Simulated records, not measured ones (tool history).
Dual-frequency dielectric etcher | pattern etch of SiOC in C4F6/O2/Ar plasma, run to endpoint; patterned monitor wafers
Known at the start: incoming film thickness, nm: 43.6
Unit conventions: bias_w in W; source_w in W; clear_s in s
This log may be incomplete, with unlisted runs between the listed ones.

run,hour,bias_w,source_w,clear_s
1,0.0,338,420,15.848
2,8.5,304,410,16.645
3,16.0,333,410,15.952
4,16.8,371,410,15.248
5,18.0,371,380,15.463
6,22.9,415,380,14.972
7,27.2,364,360,16.057

For run 8, what comes out?
8,35.3,336,350,?

clear_s: 16.997 s
